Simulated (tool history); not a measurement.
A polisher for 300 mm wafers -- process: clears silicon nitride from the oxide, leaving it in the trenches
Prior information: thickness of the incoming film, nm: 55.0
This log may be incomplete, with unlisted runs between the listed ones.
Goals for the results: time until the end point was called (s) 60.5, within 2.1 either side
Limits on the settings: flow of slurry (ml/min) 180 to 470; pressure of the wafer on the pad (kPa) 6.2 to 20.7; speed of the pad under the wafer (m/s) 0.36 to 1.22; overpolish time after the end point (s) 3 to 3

run,hour,flow of slurry (ml/min),pressure of the wafer on the pad (kPa),speed of the pad under the wafer (m/s),overpolish time after the end point (s),time until the end point was called (s)
1,0,300,13.1,0.78,3,106.54
2,0.8,300,15.9,0.78,3,92.587
3,3,300,15.9,0.64,3,105.36
4,11.2,300,15.9,0.64,3,103.61
5,15.6,305,17.2,0.72,3,89.939
6,22.1,305,17.2,0.58,3,101.71
7,29.9,310,18.6,0.68,3,87.086
8,37.9,310,19.3,0.78,3,76.893
9,39,310,20,0.84,3,71.555
10,44.8,310,20,0.84,3,72.977

Which of these 4 next moves meets every target?
A,50.6,395,20.7,1.02,3,?
B,50.6,345,14.5,0.76,3,?
C,50.6,380,15.2,0.74,3,?
D,50.6,335,18.6,1.04,3,?

move,time until the end point was called (s)
A,60.771
B,99.662
C,96.852
D,66.365
A: hits every target within its allowed miss
B: further off than the last run
C: further off than the last run
D: moves toward the targets from the last run without getting all of them in spec
A meets every target.

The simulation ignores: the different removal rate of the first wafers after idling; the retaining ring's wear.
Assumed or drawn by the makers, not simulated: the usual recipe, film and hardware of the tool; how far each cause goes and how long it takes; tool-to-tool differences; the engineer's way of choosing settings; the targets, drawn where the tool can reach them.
